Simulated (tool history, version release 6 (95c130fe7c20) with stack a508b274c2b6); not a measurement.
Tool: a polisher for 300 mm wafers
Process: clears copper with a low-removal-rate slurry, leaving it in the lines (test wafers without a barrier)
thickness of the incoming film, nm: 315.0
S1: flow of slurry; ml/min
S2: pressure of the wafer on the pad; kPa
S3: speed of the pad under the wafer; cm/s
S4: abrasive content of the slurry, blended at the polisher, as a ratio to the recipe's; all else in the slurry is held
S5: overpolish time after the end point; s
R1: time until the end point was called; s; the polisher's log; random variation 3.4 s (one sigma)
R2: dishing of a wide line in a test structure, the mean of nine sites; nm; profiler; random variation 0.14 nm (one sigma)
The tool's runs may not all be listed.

run	day	S1	S2	S3	S4	S5	R1	R2
1	0	160	15.2	96	1	22	147.65	37.366
2	0.171	160	13.1	96	1	18	161.24	27.566
3	0.362	160	16.5	96	1	18	131.9	33.972
4	0.467	160	14.5	96	1	15	147.67	25.904
5	0.688	160	11	96	1	15	197.81	20.119
6	0.938	160	8.3	96	1	15	256.59	15.9
7	0.996	175	6.9	116	1.05	7	252.01	7.8883

Run 8 comes next. What will it give?
8	1.233	170	7.6	118	1.05	7	?	?

{"run 8": {"R1": 226.79, "R2": 8.8995}}
